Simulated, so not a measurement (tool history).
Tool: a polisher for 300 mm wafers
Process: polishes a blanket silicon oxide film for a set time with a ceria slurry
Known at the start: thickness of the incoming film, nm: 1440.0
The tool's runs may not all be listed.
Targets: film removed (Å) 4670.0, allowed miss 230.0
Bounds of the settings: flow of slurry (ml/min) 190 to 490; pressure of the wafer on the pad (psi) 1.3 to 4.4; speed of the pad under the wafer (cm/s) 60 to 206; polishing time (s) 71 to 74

run    day  flow of slurry (ml/min)  pressure of the wafer on the pad (psi)  speed of the pad under the wafer (cm/s)  polishing time (s)  film removed (Å)
  1  0.000                      315                                     2.8                                      132                  71            2977.2
  2  0.258                      315                                     3.1                                      134                  71            3320.0
  3  0.438                      315                                     3.4                                      136                  71            3612.4
  4  0.462                      315                                     3.6                                      138                  71            4065.4
  5  0.696                      315                                     3.7                                      138                  71            4130.8
  6  0.779                      315                                     3.8                                      138                  71            4207.0
  7  0.938                      315                                     3.9                                      138                  71            4234.1
  8  1.154                      315                                     4.0                                      138                  71            4420.1

5 next moves are on the table. One of them brings every result within its allowed miss. Which?
  A  1.371                      290                                     4.1                                      128                  71                 ?
  B  1.371                      385                                     4.0                                      146                  71                 ?
  C  1.371                      375                                     4.0                                      152                  74                 ?
  D  1.371                      380                                     3.7                                      130                  71                 ?
  E  1.371                      310                                     4.2                                      152                  72                 ?

move  film removed (Å)
   A            4176.2
   B            4748.9
   C            5137.2
   D            3927.4
   E            5158.1
A: further off than the last run
B: meets every target
C: takes the result that was furthest off past its target
D: further off than the last run
E: takes the result that was furthest off past its target
Move B is the one to make.
